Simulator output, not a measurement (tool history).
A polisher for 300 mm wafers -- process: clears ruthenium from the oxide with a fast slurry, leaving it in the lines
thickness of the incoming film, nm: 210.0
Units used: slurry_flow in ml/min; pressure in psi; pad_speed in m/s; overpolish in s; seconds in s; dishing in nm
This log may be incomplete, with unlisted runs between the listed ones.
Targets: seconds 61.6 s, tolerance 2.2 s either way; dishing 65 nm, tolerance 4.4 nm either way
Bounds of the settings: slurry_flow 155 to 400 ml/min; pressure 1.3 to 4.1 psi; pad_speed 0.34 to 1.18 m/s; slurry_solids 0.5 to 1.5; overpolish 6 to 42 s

run  hour  slurry_flow  pressure  pad_speed  slurry_solids  overpolish  seconds  dishing
  1     0          255       2.7       0.76              1          21   86.275   37.714
  2   1.4          255       2.9       0.76              1          22   82.193   40.279
  3   4.9          255       3.1       0.76              1          23    77.77   43.184
  4  11.6          255       3.1       0.76           1.15          23    73.69   48.606
  5  17.6          255       3.2       0.76           1.15          24   70.493   49.517
  6  20.7          255       3.2       0.76           0.95          24   77.978   45.841
  7  25.8          255       3.3       0.76           0.95          25   77.915   48.992
  8  27.9          260         4       0.78           0.95          26   64.258   58.679
       30  -- head pressure recalibrated
  9    30          260       4.1       0.78           0.95          27   66.183   56.367

Consider the 5 candidate settings below. Which is the only one whose results all fall within their allowed miss of target?
  A  32.1          270       4.1       0.88           1.05          22        ?        ?
  B  32.1          285       4.1       0.86            0.9          28        ?        ?
  C  32.1          280       3.6       0.86            1.1          22        ?        ?
  D  32.1          265       4.1       0.92           0.95          21        ?        ?
  E  32.1          300         4       0.78            1.1          24        ?        ?

move  seconds  dishing
   A   55.759   55.908
   B   61.447   62.611
   C   61.222   51.839
   D   56.518   53.268
   E   61.302   55.561
A: the result that was furthest off in the last run now lies on the other side of its target
B: each result inside its tolerance
C: meets the target for the result that was furthest off, but another lies outside its allowed miss
D: the result that was furthest off in the last run now lies on the other side of its target
E: meets the target for the result that was furthest off, but another lies outside its allowed miss
Answer: B
